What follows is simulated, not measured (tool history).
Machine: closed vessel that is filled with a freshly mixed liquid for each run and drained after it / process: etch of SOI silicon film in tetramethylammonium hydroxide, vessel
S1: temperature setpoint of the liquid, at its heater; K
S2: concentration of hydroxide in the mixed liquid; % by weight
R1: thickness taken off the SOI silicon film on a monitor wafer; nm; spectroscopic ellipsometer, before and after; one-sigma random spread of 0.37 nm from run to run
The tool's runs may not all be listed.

{"run": 1, "day": 0.0, "S1": 337.15, "S2": 15, "time in the liquid (s)": 30, "R1": 132.64}
{"run": 2, "day": 0.125, "S1": 334.65, "S2": 15, "time in the liquid (s)": 30, "R1": 112.67}
{"run": 3, "day": 0.338, "S1": 330.15, "S2": 15, "time in the liquid (s)": 30, "R1": 85.698}
{"run": 4, "day": 0.471, "S1": 327.15, "S2": 15, "time in the liquid (s)": 30, "R1": 70.332}
{"run": 5, "day": 0.8, "S1": 328.15, "S2": 15, "time in the liquid (s)": 30, "R1": 74.804}
{"run": 6, "day": 1.038, "S1": 328.15, "S2": 15, "time in the liquid (s)": 30, "R1": 74.75}
{"run": 7, "day": 1.367, "S1": 328.65, "S2": 15, "time in the liquid (s)": 30, "R1": 77.401}

The next listed run, before its measurement:
{"run": 8, "day": 1.429, "S1": 329.15, "S2": 15, "time in the liquid (s)": 30, "R1": "?"}

{"run 8": {"R1": 80.225}}
